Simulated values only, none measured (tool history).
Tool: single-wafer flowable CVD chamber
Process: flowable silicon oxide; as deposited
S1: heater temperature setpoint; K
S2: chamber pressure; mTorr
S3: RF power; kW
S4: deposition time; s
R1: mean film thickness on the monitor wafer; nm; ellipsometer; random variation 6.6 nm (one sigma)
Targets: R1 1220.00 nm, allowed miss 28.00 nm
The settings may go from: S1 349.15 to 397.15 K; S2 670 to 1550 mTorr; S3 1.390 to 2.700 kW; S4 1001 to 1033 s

run,hour,S1,S2,S3,S4,R1
1,0.0,373.15,1110,2.045,1001,749.53
2,0.7,369.15,1110,2.045,1001,851.73
3,3.5,366.15,1110,2.045,1001,932.72
4,9.1,364.15,1110,2.045,1001,993.92
5,10.6,362.15,1110,2.045,1001,1033.70
6,18.0,360.15,1110,2.045,1001,1117.20
7,21.9,360.15,1110,2.045,1001,1094.10
8,25.3,360.15,1110,2.045,1001,1107.10
9,25.9,360.15,1110,2.045,1001,1108.30
10,28.4,359.15,1110,2.045,1001,1128.50
11,32.3,358.15,1110,2.045,1001,1160.10

Which of these 4 next moves meets every target?
A,36.2,360.15,1080,1.890,1027,?
B,36.2,359.15,1130,1.890,1001,?
C,36.2,360.15,1140,2.160,1007,?
D,36.2,364.15,1370,2.070,1026,?

move,R1
A,1076.40
B,1129.00
C,1146.50
D,1227.00
A: further off than the last run
B: further off than the last run
C: further off than the last run
D: meets every target
Answer: D

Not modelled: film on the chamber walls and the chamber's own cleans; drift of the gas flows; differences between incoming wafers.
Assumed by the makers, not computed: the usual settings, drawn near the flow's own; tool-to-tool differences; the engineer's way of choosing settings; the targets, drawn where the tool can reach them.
